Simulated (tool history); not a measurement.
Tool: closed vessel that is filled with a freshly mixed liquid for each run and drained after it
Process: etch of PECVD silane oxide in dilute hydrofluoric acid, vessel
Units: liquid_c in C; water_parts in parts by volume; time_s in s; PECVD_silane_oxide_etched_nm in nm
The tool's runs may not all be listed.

run,hour,liquid_c,water_parts,time_s,PECVD_silane_oxide_etched_nm
1,0,22,155,120,11.272
2,3.4,21,160,120,10.55
3,4.9,18,160,120,9.2519
4,7.2,18,160,120,9.2848
5,8.2,20,160,120,9.8588
6,15.2,20,160,120,9.9656
7,18.6,20,160,120,10.065
8,26.7,19.5,160,120,9.9023
9,33.4,19,160,120,9.73
10,35.5,18.5,160,120,9.2952
11,36.5,18.5,160,120,9.4495

Run 12 comes next. What will it give?
12,44,18,160,120,?

Run 12 gave PECVD_silane_oxide_etched_nm 9.2946 nm.

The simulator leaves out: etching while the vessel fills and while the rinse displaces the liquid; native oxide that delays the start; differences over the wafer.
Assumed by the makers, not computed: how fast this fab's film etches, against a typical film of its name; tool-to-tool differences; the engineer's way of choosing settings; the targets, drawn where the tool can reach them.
